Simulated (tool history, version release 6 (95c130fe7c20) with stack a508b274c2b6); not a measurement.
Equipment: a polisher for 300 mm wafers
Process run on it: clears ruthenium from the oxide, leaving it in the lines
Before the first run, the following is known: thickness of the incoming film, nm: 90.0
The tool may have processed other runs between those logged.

run	day	flow of slurry (ml/min)	pressure of the wafer on the pad (psi)	speed of the pad under the wafer (m/s)	overpolish time after the end point (s)	time until the end point was called (s)
1	0	315	2.5	1.02	28	63.247
2	0.117	315	3	1.02	28	53.339
3	0.288	315	3	1.02	28	53.495
4	0.367	315	2.8	1.02	28	57.342
5	0.496	315	2.7	1.02	28	58.85
6	0.562	315	2.7	1.16	28	51.341
7	0.725	315	2.5	1.16	28	56.577

The next listed run, before its measurement:
8	0.875	315	1.8	1.14	28	?

Run 8 gave time until the end point was called (s) 79.197.

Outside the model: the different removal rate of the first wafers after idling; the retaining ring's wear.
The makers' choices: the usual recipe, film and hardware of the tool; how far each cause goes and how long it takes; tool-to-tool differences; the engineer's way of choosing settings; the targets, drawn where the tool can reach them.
